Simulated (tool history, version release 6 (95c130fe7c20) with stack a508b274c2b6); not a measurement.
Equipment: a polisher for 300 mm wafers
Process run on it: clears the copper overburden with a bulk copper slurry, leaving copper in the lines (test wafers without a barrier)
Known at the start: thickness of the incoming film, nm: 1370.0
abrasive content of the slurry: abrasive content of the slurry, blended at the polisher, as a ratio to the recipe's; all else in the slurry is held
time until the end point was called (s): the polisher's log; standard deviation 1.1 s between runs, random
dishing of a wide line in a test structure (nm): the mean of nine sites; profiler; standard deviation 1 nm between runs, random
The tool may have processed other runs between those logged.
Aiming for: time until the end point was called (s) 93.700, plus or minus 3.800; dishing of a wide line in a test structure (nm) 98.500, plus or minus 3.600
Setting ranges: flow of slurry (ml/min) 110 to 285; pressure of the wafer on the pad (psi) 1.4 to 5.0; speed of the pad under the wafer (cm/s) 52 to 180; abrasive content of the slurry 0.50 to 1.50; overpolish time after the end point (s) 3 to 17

run,hour,flow of slurry (ml/min),pressure of the wafer on the pad (psi),speed of the pad under the wafer (cm/s),abrasive content of the slurry,overpolish time after the end point (s),time until the end point was called (s),dishing of a wide line in a test structure (nm)
1,0.0,180,3.2,116,1.00,9,146.070,52.363
2,1.1,175,3.5,116,1.00,10,133.260,63.043
3,3.9,175,3.7,116,1.00,10,127.310,65.714
4,7.5,175,4.4,116,1.00,10,110.210,76.501
5,8.6,175,4.4,116,1.10,10,105.700,78.352
6,11.4,175,4.4,116,1.10,7,106.340,58.610
7,17.0,150,4.7,124,1.10,11,96.679,92.058
8,25.9,155,4.7,124,1.10,11,96.247,89.761
9,26.7,160,4.7,124,1.10,11,93.615,92.766
10,32.8,165,4.7,124,1.10,11,91.608,91.634
11,39.4,160,4.8,122,1.10,11,93.458,92.334

Of the 4 settings listed for the next run, only one would bring every result within its allowed miss of target. Which one?
A,46.0,170,4.7,120,1.20,11,?,?
B,46.0,180,4.5,126,1.10,10,?,?
C,46.0,145,4.2,138,1.30,11,?,?
D,46.0,170,4.8,120,1.25,12,?,?

move,time until the end point was called (s),dishing of a wide line in a test structure (nm)
A,93.075,89.857
B,93.231,83.286
C,92.037,89.539
D,90.487,97.808
A: the biggest miss grows against the last run
B: the biggest miss grows against the last run
C: the biggest miss grows against the last run
D: meets every target
D is the move that brings every result within its allowed miss.
